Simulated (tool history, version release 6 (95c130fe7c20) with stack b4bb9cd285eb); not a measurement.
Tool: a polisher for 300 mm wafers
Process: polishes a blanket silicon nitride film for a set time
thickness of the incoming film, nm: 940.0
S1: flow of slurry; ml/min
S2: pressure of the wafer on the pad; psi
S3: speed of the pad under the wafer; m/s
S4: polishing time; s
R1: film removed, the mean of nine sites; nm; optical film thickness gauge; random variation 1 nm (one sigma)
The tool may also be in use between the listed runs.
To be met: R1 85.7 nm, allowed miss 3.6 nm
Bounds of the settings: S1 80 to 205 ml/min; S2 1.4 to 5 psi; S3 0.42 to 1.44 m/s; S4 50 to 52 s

run 1 hour=0 | S1=135 S2=3.2 S3=0.92 S4=50 | R1=64.425
run 2 hour=7.7 | S1=135 S2=3.3 S3=0.92 S4=50 | R1=65.911
run 3 hour=8.8 | S1=135 S2=3.3 S3=0.84 S4=50 | R1=61.027
run 4 hour=15.5 | S1=145 S2=3.3 S3=0.84 S4=50 | R1=62.045
run 5 hour=23.8 | S1=145 S2=3.3 S3=0.84 S4=50 | R1=63.006
run 6 hour=29.3 | S1=175 S2=3.3 S3=0.84 S4=50 | R1=63.827
run 7 hour=31.4 | S1=175 S2=3.4 S3=0.84 S4=50 | R1=64.771
run 8 hour=38.2 | S1=175 S2=3.5 S3=0.84 S4=50 | R1=66.74
run 9 hour=44 | S1=175 S2=3.6 S3=0.84 S4=50 | R1=67.508
run 10 hour=50.2 | S1=175 S2=3.7 S3=0.84 S4=50 | R1=70.863

Which of these 4 next moves meets every target?
run A hour=56.4 | S1=145 S2=4.7 S3=0.94 S4=50 | R1=?
run B hour=56.4 | S1=195 S2=3.8 S3=0.96 S4=52 | R1=?
run C hour=56.4 | S1=165 S2=4.8 S3=0.86 S4=52 | R1=?
run D hour=56.4 | S1=170 S2=4.1 S3=1.02 S4=52 | R1=?

move=A R1=94.413
move=B R1=84.743
move=C R1=95.261
move=D R1=94.004
A: takes the result that was furthest off past its target
B: meets every target
C: takes the result that was furthest off past its target
D: takes the result that was furthest off past its target
The right move is B.

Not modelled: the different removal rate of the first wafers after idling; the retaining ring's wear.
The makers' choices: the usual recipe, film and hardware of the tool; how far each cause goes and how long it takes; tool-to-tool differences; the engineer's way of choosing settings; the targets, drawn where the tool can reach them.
